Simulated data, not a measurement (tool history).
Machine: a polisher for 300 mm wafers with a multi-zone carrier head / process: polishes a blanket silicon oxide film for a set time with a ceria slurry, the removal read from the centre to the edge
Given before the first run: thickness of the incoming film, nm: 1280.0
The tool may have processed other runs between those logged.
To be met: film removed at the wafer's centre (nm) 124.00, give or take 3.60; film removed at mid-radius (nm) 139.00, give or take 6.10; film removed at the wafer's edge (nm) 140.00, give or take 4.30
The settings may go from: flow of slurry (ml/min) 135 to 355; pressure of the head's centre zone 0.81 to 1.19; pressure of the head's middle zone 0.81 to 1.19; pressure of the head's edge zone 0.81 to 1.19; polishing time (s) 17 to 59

run,day,flow of slurry (ml/min),pressure of the head's centre zone,pressure of the head's middle zone,pressure of the head's edge zone,polishing time (s),film removed at the wafer's centre (nm),film removed at mid-radius (nm),film removed at the wafer's edge (nm)
1,0.000,225,1.00,1.00,1.00,38,255.37,260.49,249.94
2,0.267,195,1.00,1.00,1.00,38,246.24,247.73,248.63
3,0.633,195,1.06,1.00,1.00,38,264.60,242.55,249.85
4,0.779,190,1.04,0.99,0.99,36,240.16,230.21,233.58
5,0.858,185,1.03,0.98,0.98,34,225.84,212.48,220.26
6,1.138,230,1.03,0.98,0.98,34,237.99,225.98,221.14
7,1.329,225,1.01,0.97,0.97,32,216.92,211.40,207.54
8,1.571,225,1.01,0.97,0.97,32,218.35,211.76,210.15
9,1.900,225,0.99,0.96,0.96,30,199.04,190.30,195.34
10,1.942,225,0.97,0.96,0.95,29,188.00,189.81,186.90
11,2.279,220,0.95,0.95,0.94,28,177.23,176.83,178.36
12,2.438,215,0.93,0.95,0.93,28,172.92,178.74,179.19
13,2.575,215,0.92,0.95,0.92,27,165.77,173.34,170.94
14,2.692,210,0.91,0.94,0.91,27,163.24,173.38,170.17
15,2.892,205,0.90,0.93,0.90,26,156.67,160.90,163.27
16,3.150,200,0.89,0.93,0.89,26,151.99,162.90,160.20
17,3.492,195,0.88,0.92,0.88,26,149.32,159.63,159.39
18,3.846,165,0.81,0.90,0.82,22,114.68,125.47,129.78
19,3.875,170,0.81,0.90,0.83,22,112.11,128.47,130.11
20,3.962,180,0.81,0.90,0.83,22,115.58,128.98,131.95
21,4.154,185,0.81,0.90,0.83,22,116.59,130.67,130.15
22,4.296,185,0.81,0.90,0.84,22,114.09,129.54,132.21
23,4.467,190,0.81,0.90,0.84,22,115.09,130.62,132.35
24,4.642,195,0.81,0.90,0.84,22,116.68,134.08,133.12

Of the 5 settings listed for the next run, only one would bring every result within its allowed miss of target. Which one?
A,4.817,240,0.91,0.86,0.81,21,?,?,?
B,4.817,310,0.86,1.05,0.81,20,?,?,?
C,4.817,200,0.89,0.99,0.81,21,?,?,?
D,4.817,165,0.83,0.91,0.84,24,?,?,?
E,4.817,265,0.82,0.99,0.88,19,?,?,?

move,film removed at the wafer's centre (nm),film removed at mid-radius (nm),film removed at the wafer's edge (nm)
A,128.83,126.79,128.43
B,119.88,146.99,124.76
C,122.37,138.81,125.66
D,125.20,142.74,142.33
E,106.48,130.64,121.49
A: takes the result that was furthest off past its target
B: the biggest miss grows against the last run
C: gets the furthest-off result to its target, but another result is out of tolerance
D: in spec on every target
E: the biggest miss grows against the last run
So the answer is move D, the one that meets all the targets.

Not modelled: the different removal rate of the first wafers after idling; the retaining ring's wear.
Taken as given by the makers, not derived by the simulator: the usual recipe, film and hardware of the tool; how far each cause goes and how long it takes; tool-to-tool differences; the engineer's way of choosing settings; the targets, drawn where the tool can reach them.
